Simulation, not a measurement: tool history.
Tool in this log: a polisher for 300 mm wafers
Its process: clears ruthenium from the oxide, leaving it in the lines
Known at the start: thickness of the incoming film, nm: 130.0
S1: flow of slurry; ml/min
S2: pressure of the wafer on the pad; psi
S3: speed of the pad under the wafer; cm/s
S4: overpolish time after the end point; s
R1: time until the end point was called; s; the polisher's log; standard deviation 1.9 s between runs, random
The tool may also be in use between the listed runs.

| run | day | S1 | S2 | S3 | S4 | R1 |
|---|---|---|---|---|---|---|
| 1 | 0.000 | 250 | 2.3 | 118 | 39 | 89.263 |
| 2 | 0.188 | 250 | 2.1 | 118 | 39 | 95.724 |
| 3 | 0.371 | 250 | 1.9 | 118 | 39 | 106.210 |
| 4 | 0.704 | 250 | 1.8 | 118 | 39 | 111.350 |
| 5 | 0.788 | 250 | 1.8 | 118 | 39 | 110.400 |
| 6 | 0.900 | 250 | 1.8 | 118 | 39 | 110.620 |

Predict the results of run 7:
| 7 | 0.967 | 250 | 1.7 | 118 | 39 | ? |

R1: 115.960 s
